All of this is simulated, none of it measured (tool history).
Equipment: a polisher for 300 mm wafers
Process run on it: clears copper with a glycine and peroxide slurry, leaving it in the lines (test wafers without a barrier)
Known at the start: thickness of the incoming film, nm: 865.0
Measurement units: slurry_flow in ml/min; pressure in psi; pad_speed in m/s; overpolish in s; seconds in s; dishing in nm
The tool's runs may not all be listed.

run 1 day=0 | slurry_flow=305 pressure=3.1 pad_speed=0.92 overpolish=10 | seconds=158.33 dishing=32.385
run 2 day=0.346 | slurry_flow=305 pressure=3.3 pad_speed=0.92 overpolish=10 | seconds=151.19 dishing=34.577
run 3 day=0.7 | slurry_flow=305 pressure=3.4 pad_speed=0.92 overpolish=10 | seconds=148.62 dishing=34.68
run 4 day=0.879 | slurry_flow=305 pressure=2.9 pad_speed=0.92 overpolish=10 | seconds=166.86 dishing=31.316
run 5 day=1.058 | slurry_flow=305 pressure=3.2 pad_speed=0.92 overpolish=10 | seconds=155.75 dishing=32.123
run 6 day=1.108 | slurry_flow=305 pressure=3.4 pad_speed=0.92 overpolish=10 | seconds=145.18 dishing=35.695

Forecast run 7:
run 7 day=1.446 | slurry_flow=305 pressure=3.5 pad_speed=0.92 overpolish=10 | seconds=? dishing=?

Run 7 gave seconds 142.84 s, dishing 36.351 nm.
